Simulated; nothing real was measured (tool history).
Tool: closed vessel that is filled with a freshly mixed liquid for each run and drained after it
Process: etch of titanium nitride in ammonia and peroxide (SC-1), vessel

run  hour  temperature setpoint of the liquid (°C)  parts of water to one part of 30 % peroxide (parts by volume)  parts of 29 % ammonia solution to one part of 30 % peroxide (parts by volume)  time in the liquid (s)  thickness taken off the titanium nitride on a monitor wafer (angstrom)
  1   0.0                                     49.0                                                            7.0                                                                           0.70                     140                                                                  192.59
  2   0.6                                     49.0                                                            7.0                                                                           0.45                     140                                                                  179.43
  3   8.6                                     49.0                                                            8.0                                                                           0.45                     140                                                                  167.12
  4  13.4                                     49.0                                                            9.0                                                                           0.45                     140                                                                  158.47
  5  17.1                                     49.0                                                            9.0                                                                           0.45                     155                                                                  174.24
  6  19.3                                     49.0                                                            9.0                                                                           0.20                     155                                                                  150.44

Forecast run 7:
  7  24.7                                     51.5                                                            9.0                                                                           0.20                     155                                                                       ?

{"run 7": {"thickness taken off the titanium nitride on a monitor wafer (angstrom)": 178.05}}

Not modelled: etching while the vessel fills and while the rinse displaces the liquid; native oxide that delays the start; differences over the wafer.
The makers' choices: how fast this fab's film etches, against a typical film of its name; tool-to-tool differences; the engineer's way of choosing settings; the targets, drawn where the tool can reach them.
